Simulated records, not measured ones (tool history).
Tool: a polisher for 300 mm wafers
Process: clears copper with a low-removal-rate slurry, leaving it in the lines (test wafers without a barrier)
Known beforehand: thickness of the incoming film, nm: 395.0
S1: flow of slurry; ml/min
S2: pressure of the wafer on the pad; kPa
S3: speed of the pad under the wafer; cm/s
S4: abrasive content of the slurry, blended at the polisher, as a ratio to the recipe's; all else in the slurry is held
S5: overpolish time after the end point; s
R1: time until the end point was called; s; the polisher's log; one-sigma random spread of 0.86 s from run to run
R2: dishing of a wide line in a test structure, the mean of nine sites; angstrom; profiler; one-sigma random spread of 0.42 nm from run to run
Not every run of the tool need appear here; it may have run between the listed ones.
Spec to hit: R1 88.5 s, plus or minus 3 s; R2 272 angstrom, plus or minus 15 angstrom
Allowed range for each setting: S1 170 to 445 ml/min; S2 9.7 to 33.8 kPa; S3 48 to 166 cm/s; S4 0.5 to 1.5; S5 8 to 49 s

run 1 hour=0 | S1=285 S2=21.4 S3=106 S4=1 S5=25 | R1=113.02 R2=493.69
run 2 hour=1.1 | S1=285 S2=21.4 S3=106 S4=1 S5=33 | R1=112.86 R2=592.22
run 3 hour=8 | S1=285 S2=16.5 S3=106 S4=1 S5=33 | R1=143.9 R2=484.94
run 4 hour=15.5 | S1=245 S2=16.5 S3=106 S4=1 S5=33 | R1=147.62 R2=481.28
run 5 hour=16.2 | S1=305 S2=15.9 S3=120 S4=1 S5=26 | R1=134.95 R2=442.84
run 6 hour=23.9 | S1=265 S2=18.6 S3=114 S4=1.15 S5=21 | R1=117.72 R2=420.36
run 7 hour=30.8 | S1=235 S2=19.3 S3=116 S4=1.25 S5=17 | R1=110.43 R2=376.67
run 8 hour=36.2 | S1=170 S2=19.3 S3=134 S4=1.5 S5=8 | R1=95.268 R2=227.67
run 9 hour=38.7 | S1=190 S2=19.3 S3=134 S4=1.5 S5=8 | R1=94.248 R2=235.14
run 10 hour=39.9 | S1=210 S2=19.3 S3=134 S4=1.5 S5=8 | R1=93.105 R2=240.41
run 11 hour=42.5 | S1=225 S2=19.3 S3=134 S4=1.5 S5=8 | R1=93.331 R2=237.61
run 12 hour=44.9 | S1=230 S2=20 S3=134 S4=1.45 S5=8 | R1=89.047 R2=239.04

Which of these 4 next moves meets every target?
run A hour=47.3 | S1=260 S2=17.2 S3=152 S4=1.5 S5=8 | R1=? R2=?
run B hour=47.3 | S1=225 S2=19.3 S3=136 S4=1.45 S5=8 | R1=? R2=?
run C hour=47.3 | S1=210 S2=23.4 S3=118 S4=1.45 S5=9 | R1=? R2=?
run D hour=47.3 | S1=250 S2=20 S3=140 S4=1.4 S5=8 | R1=? R2=?

move=A R1=89.365 R2=239.22
move=B R1=91.184 R2=236.44
move=C R1=87.307 R2=273.78
move=D R1=85.592 R2=250.03
A: neither nearer nor further off than the last run
B: lands further from the targets than the last run did
C: each result inside its tolerance
D: closer than the last run, but not yet in spec
Move C is the one to make.
